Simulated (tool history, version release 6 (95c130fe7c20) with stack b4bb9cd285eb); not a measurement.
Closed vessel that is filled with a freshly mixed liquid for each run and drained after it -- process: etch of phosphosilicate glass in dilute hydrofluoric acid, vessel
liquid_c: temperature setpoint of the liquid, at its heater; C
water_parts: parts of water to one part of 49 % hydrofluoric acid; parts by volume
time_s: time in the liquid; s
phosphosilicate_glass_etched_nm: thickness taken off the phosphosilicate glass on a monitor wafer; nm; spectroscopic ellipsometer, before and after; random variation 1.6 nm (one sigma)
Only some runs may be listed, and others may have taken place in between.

run,hour,liquid_c,water_parts,time_s,phosphosilicate_glass_etched_nm
1,0.0,23.0,45,95,444.49
2,3.7,20.0,45,95,396.64
3,7.4,17.0,45,95,344.45
4,13.7,20.5,45,95,399.81
5,17.1,20.5,45,105,444.97
6,22.9,19.5,50,105,379.86
7,26.4,19.5,50,105,379.49
8,29.4,19.0,55,105,338.83

Expected results for the next run?
9,35.6,18.5,60,105,?

{"run 9": {"phosphosilicate_glass_etched_nm": 299.18}}

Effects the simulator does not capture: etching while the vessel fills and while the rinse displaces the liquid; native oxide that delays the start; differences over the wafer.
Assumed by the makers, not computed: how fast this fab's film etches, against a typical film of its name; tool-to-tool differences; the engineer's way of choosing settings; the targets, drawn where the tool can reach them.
